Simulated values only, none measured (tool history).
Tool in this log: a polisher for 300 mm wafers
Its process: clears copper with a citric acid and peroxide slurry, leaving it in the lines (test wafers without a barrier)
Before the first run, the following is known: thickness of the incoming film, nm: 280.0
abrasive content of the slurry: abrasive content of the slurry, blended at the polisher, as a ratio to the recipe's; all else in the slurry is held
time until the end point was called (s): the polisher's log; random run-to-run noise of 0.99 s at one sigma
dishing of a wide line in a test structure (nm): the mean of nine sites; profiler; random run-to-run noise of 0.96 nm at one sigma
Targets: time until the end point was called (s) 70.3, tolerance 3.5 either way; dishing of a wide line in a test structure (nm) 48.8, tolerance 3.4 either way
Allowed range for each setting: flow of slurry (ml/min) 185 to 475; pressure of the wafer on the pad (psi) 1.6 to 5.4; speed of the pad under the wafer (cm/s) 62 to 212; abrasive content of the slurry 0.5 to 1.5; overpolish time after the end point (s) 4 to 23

run,hour,flow of slurry (ml/min),pressure of the wafer on the pad (psi),speed of the pad under the wafer (cm/s),abrasive content of the slurry,overpolish time after the end point (s),time until the end point was called (s),dishing of a wide line in a test structure (nm)
1,0,305,3.5,136,1,12,78.891,27.54
2,1.7,305,3.6,136,1,13,79.364,29.541
3,5.2,305,4.3,136,1,13,68.135,35.101
4,9.8,305,4.3,136,1,17,66.468,42.959
5,16.9,305,5,136,1,17,58.956,49.495
6,24.3,305,5,136,1,14,59.558,39.701
7,31.1,305,4.8,136,1,15,61.099,41.381
8,32,305,4.7,136,1,16,61.902,42.851

Which single option among these 4 for the next run brings every result within its allowed miss of target? Just one does.
A,32.9,315,4.4,138,1,19,?,?
B,32.9,300,4.6,132,0.9,13,?,?
C,32.9,325,3.6,170,0.95,15,?,?
D,32.9,235,4.5,132,0.9,21,?,?

move,time until the end point was called (s),dishing of a wide line in a test structure (nm)
A,64.127,49.233
B,66.59,35.632
C,62.747,41.426
D,69.756,49.878
A: better than the last run, though not everything is in spec
B: its largest miss is bigger than the last run's
C: better than the last run, though not everything is in spec
D: in spec on every target
D is the move that brings every result within its allowed miss.
